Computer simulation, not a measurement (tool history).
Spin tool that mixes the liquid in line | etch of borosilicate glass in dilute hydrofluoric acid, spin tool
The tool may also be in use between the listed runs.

run,hour,temperature setpoint of the liquid (°C),parts of water to one part of 49 % hydrofluoric acid (parts by volume),time under the liquid (s),thickness taken off the borosilicate glass on a monitor wafer (angstrom)
1,0.0,25.0,215,35,29.652
2,2.8,22.5,215,35,26.532
3,3.5,25.0,215,35,29.331
4,7.4,25.0,215,35,29.737
5,16.1,25.0,155,35,43.081
6,20.9,25.0,205,35,31.064
7,27.5,26.0,190,35,35.332

What does the tool deliver on the next run?
8,34.4,30.0,100,35,?

thickness taken off the borosilicate glass on a monitor wafer (angstrom): 86.913
